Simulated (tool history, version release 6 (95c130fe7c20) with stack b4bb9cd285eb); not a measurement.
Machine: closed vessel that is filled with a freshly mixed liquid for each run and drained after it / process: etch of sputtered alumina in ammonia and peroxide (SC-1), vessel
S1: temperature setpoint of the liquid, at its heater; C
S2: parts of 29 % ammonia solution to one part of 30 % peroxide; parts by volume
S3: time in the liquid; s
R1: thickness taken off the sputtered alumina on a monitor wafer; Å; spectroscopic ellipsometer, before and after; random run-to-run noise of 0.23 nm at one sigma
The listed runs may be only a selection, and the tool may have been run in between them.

| run | hour | S1 | S2 | S3 | R1 |
|---|---|---|---|---|---|
| 1 | 0 | 49 | 0.9 | 210 | 142.17 |
| 2 | 1.2 | 45 | 0.9 | 210 | 111.69 |
| 3 | 10.3 | 45 | 0.9 | 210 | 112.38 |
| 4 | 19.4 | 48.5 | 0.9 | 210 | 136.02 |
| 5 | 26.6 | 48.5 | 0.9 | 210 | 135.62 |
| 6 | 32.7 | 51.5 | 0.9 | 210 | 160.86 |
| 7 | 34.7 | 54 | 0.9 | 210 | 183.29 |

Estimate the outcome of run 8 from the log above:
| 8 | 43.4 | 56 | 0.9 | 210 | ? |

{"run 8": {"R1": 204.9}}

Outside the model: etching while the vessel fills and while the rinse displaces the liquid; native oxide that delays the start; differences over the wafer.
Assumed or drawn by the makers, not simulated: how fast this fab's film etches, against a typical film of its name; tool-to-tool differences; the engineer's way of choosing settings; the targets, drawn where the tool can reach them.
